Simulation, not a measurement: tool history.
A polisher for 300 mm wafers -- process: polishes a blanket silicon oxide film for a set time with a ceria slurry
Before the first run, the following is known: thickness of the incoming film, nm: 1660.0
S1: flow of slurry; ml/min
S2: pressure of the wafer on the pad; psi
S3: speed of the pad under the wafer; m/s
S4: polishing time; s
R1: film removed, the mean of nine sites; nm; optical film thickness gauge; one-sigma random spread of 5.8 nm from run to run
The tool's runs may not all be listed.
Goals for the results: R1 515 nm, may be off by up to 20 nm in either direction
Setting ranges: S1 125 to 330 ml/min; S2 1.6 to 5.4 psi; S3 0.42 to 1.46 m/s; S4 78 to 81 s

| run | hour | S1 | S2 | S3 | S4 | R1 |
|---|---|---|---|---|---|---|
| 1 | 0 | 210 | 3.5 | 0.94 | 78 | 374.45 |
| 2 | 5.9 | 210 | 3.7 | 0.94 | 78 | 405.24 |
| 3 | 10.2 | 210 | 3.8 | 0.94 | 78 | 418.27 |
| 4 | 12.2 | 210 | 3 | 0.94 | 78 | 332.34 |
| 5 | 17.6 | 210 | 3.3 | 0.94 | 78 | 360.66 |
| 6 | 22.2 | 210 | 3.5 | 0.94 | 78 | 385.65 |
| 7 | 29.1 | 210 | 3.7 | 0.94 | 78 | 404.37 |
| 8 | 32.3 | 210 | 3.8 | 0.94 | 78 | 415.52 |
| 9 | 34.1 | 210 | 3.9 | 0.94 | 78 | 429.51 |
| 10 | 37.9 | 210 | 4 | 0.94 | 78 | 440.46 |
| 11 | 46.1 | 210 | 4.1 | 0.94 | 78 | 441.15 |
| 12 | 52.6 | 210 | 4.2 | 0.94 | 78 | 454.62 |
| 13 | 60 | 210 | 4.3 | 0.94 | 78 | 475.45 |
| 14 | 63.3 | 210 | 4.4 | 0.94 | 78 | 473.36 |
| 15 | 70.9 | 210 | 4.5 | 0.94 | 78 | 493.36 |

Which of these 4 next moves meets every target?
| A | 78.5 | 205 | 4.2 | 0.96 | 78 | ? |
| B | 78.5 | 230 | 5.3 | 0.7 | 81 | ? |
| C | 78.5 | 235 | 4.2 | 1.02 | 81 | ? |
| D | 78.5 | 195 | 4.2 | 0.98 | 78 | ? |

| move | R1 |
|---|---|
| A | 459.92 |
| B | 454.99 |
| C | 514.6 |
| D | 465.44 |
A: misses by more than the last run did
B: misses by more than the last run did
C: each result inside its tolerance
D: misses by more than the last run did
C meets every target.
